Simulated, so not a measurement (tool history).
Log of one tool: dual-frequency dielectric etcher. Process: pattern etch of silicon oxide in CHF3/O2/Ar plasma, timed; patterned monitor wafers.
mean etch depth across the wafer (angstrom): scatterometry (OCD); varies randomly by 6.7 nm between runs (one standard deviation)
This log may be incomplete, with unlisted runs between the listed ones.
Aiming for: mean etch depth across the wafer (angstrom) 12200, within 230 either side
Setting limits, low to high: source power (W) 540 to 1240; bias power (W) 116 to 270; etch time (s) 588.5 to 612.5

run  hour  source power (W)  bias power (W)  etch time (s)  mean etch depth across the wafer (angstrom)
  1   0.0               890             193          588.5                                        13951
  2   2.1               820             193          588.5                                        13330
  3  10.1               790             192          588.5                                        12973
  4  14.2               920             192          588.5                                        14061
  5  21.2               870             191          588.5                                        13568
  6  22.8               830             190          588.5                                        13293
  7  31.9               800             189          588.5                                        13131
  8  38.7               800             189          588.5                                        12942
  9  46.0               660             183          588.5                                        11444
 10  49.0               680             183          588.5                                        11597
 11  54.9               690             183          588.5                                        11810
 12  59.0               700             183          588.5                                        11807

Which one of the following 5 next-run settings gets every result inside its allowed miss? There is exactly one.
  A  63.1               650             225          612.5                                            ?
  B  63.1               670             189          606.0                                            ?
  C  63.1               740             180          612.5                                            ?
  D  63.1               710             205          594.0                                            ?
  E  63.1               750             171          607.5                                            ?

move  mean etch depth across the wafer (angstrom)
   A                                        12712
   B                                        12060
   C                                        12700
   D                                        12567
   E                                        12481
A: takes the biggest miss from the last run beyond its target
B: hits every target within its allowed miss
C: takes the biggest miss from the last run beyond its target
D: takes the biggest miss from the last run beyond its target
E: takes the biggest miss from the last run beyond its target
Go with B: it meets all targets.
